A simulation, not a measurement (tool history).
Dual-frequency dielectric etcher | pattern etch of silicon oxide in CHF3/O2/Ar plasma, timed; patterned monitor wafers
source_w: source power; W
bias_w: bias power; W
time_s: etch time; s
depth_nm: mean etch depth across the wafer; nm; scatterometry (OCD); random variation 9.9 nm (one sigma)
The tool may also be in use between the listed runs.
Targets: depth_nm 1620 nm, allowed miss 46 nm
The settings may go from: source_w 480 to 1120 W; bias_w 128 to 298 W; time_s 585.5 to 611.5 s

run  hour  source_w  bias_w  time_s  depth_nm
  1     0       800     213   585.5    1401.1
  2   3.7       720     213   585.5    1344.5
  3   9.7       720     213   585.5    1329.6
  4  16.4       750     215     586    1368.1
  5  22.4       780     217   586.5    1406.1
  6    24       780     217   611.5    1461.7
  7  29.9       800     219   611.5    1473.7
     36.4  -- bias power generator calibrated
  8  36.4       820     221   611.5    1469.8
  9  42.7       840     225   611.5    1480.8
 10    49       870     227   611.5    1514.1
 11  55.7       890     229   611.5    1535.9
 12  59.1       900     231   611.5    1563.8
 13  62.4       910     232   611.5    1559.5

Which of these 4 next moves meets every target?
  A  65.7       930     194   611.5         ?
  B  65.7       840     258     592         ?
  C  65.7       840     232   611.5         ?
  D  65.7      1110     218   596.5         ?

move  depth_nm
   A    1508.6
   B    1493.9
   C      1505
   D    1621.5
A: further off than the last run
B: further off than the last run
C: further off than the last run
D: meets every target
Answer: D
